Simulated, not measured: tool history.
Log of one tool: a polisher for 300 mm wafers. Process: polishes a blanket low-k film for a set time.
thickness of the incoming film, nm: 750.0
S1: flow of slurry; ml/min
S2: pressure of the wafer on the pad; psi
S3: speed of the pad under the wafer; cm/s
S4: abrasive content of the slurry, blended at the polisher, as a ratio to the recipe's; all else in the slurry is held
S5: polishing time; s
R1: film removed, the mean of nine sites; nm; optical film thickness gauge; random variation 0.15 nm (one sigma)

| run | hour | S1 | S2 | S3 | S4 | S5 | R1 |
|---|---|---|---|---|---|---|---|
| 1 | 0.0 | 175 | 1.7 | 116 | 1.00 | 47 | 20.292 |
| 2 | 4.3 | 175 | 1.4 | 112 | 1.00 | 47 | 17.474 |
| 3 | 13.1 | 175 | 1.7 | 112 | 1.00 | 47 | 19.707 |
| 4 | 16.1 | 160 | 1.7 | 112 | 1.00 | 47 | 18.994 |
| 5 | 23.9 | 160 | 1.7 | 112 | 0.85 | 47 | 17.986 |
| 6 | 31.6 | 160 | 1.7 | 112 | 0.85 | 50 | 18.495 |

Run 7 comes next. What will it give?
| 7 | 32.1 | 155 | 1.4 | 108 | 0.85 | 50 | ? |

R1: 15.976 nm
